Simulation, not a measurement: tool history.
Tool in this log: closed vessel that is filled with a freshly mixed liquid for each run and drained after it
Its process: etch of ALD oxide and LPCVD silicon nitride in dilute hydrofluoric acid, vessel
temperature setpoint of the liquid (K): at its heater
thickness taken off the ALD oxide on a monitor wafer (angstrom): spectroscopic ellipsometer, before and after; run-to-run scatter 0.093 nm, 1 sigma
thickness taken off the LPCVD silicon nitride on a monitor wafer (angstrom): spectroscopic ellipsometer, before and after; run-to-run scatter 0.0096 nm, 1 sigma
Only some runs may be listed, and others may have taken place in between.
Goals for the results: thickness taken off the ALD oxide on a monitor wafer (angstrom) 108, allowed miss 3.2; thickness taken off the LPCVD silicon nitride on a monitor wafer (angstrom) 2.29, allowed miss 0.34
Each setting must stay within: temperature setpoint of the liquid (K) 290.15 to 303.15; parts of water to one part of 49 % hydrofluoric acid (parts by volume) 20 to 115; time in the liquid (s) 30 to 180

run,day,temperature setpoint of the liquid (K),parts of water to one part of 49 % hydrofluoric acid (parts by volume),time in the liquid (s),thickness taken off the ALD oxide on a monitor wafer (angstrom),thickness taken off the LPCVD silicon nitride on a monitor wafer (angstrom)
1,0,295.15,65,90,266.2,5.2292
2,0.025,294.65,70,90,242.57,4.5899
3,0.308,294.65,80,90,212.29,4.0076
4,0.333,294.65,85,90,196.64,3.6324
5,0.592,294.65,90,85,174.03,3.332
6,0.838,297.15,90,85,193.77,4.2658
7,1.054,297.15,95,85,181.79,3.9437
8,1.375,293.15,115,80,120.04,2.1909
9,1.475,293.65,115,80,119.26,2.1163
10,1.792,293.65,115,80,121,2.292
11,2.046,294.15,115,80,121.7,2.2272
12,2.412,294.65,115,80,123.65,2.4338
13,2.638,295.15,115,70,111.38,2.2593

Which one of the following 5 next-run settings gets every result inside its allowed miss? There is exactly one.
A,2.862,292.65,115,80,?,?
B,2.862,296.65,110,60,?,?
C,2.862,294.15,110,75,?,?
D,2.862,298.65,95,50,?,?
E,2.862,295.65,110,70,?,?

move,thickness taken off the ALD oxide on a monitor wafer (angstrom),thickness taken off the LPCVD silicon nitride on a monitor wafer (angstrom)
A,116.46,1.9866
B,107.84,2.034
C,121.99,2.1527
D,114.7,2.2339
E,120.92,2.2211
A: moves away from the targets compared with the last run
B: all results in spec
C: moves away from the targets compared with the last run
D: moves away from the targets compared with the last run
E: moves away from the targets compared with the last run
B meets every target.
